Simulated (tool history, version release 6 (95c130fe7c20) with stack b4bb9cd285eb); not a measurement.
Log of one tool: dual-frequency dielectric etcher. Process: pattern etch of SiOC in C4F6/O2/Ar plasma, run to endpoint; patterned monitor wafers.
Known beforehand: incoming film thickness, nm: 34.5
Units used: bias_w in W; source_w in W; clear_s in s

run	day	bias_w	source_w	clear_s
1	0	411	430	13.848
2	0.283	411	500	13.003
3	0.625	372	470	13.751
4	0.771	345	450	14.405
5	0.821	345	510	13.887
6	0.892	318	490	14.535

Run 7 has not been measured yet. What should we expect?
7	1	301	480	?

{"run 7": {"clear_s": 15.031}}
